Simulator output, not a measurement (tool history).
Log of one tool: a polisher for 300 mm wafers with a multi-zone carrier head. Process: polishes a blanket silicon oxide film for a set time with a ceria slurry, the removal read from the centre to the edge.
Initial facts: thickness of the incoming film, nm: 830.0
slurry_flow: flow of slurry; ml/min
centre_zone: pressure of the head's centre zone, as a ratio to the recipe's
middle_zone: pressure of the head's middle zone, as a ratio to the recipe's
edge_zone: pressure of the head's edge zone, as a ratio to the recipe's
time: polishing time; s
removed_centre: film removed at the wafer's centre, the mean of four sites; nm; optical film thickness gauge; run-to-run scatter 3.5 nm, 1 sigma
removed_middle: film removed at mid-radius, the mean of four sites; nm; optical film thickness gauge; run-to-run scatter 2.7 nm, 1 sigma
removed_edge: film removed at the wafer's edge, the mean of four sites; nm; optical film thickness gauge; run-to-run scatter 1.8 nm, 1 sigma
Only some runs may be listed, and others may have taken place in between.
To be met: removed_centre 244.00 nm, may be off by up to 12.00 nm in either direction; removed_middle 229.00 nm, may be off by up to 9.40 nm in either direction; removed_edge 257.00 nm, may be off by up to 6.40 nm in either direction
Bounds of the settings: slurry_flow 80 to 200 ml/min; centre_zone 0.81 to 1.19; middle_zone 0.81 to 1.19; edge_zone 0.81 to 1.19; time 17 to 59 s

run,day,slurry_flow,centre_zone,middle_zone,edge_zone,time,removed_centre,removed_middle,removed_edge
1,0.000,130,1.00,1.00,1.00,38,276.79,276.92,285.07
2,0.033,125,1.00,0.99,0.99,38,280.32,272.12,285.18
3,0.329,125,1.00,1.03,0.99,38,278.28,283.94,284.18
4,0.379,120,0.99,1.02,0.98,38,271.67,278.97,283.10
5,0.542,130,0.99,1.02,0.98,38,276.45,276.81,284.20
6,0.858,130,0.99,1.02,0.98,32,225.97,236.53,240.53
7,1.112,130,0.99,1.01,0.99,32,230.73,230.61,241.10
8,1.212,130,0.99,1.01,1.00,32,232.26,237.56,241.09

Exercise: of the 4 proposed moves below, exactly one satisfies all targets within the stated allowed misses. Which move is it?
A,1.312,140,0.98,1.04,0.99,34,?,?,?
B,1.312,125,1.10,0.97,1.04,35,?,?,?
C,1.312,120,0.98,0.92,1.00,34,?,?,?
D,1.312,105,0.88,0.89,0.88,34,?,?,?

move,removed_centre,removed_middle,removed_edge
A,247.60,256.16,256.31
B,280.61,244.18,267.20
C,240.80,225.64,253.68
D,210.72,214.98,235.47
A: the furthest-off result lands on target, but another misses its tolerance
B: takes the biggest miss from the last run beyond its target
C: every result within its allowed miss
D: its largest miss is bigger than the last run's
C is the move that brings every result within its allowed miss.

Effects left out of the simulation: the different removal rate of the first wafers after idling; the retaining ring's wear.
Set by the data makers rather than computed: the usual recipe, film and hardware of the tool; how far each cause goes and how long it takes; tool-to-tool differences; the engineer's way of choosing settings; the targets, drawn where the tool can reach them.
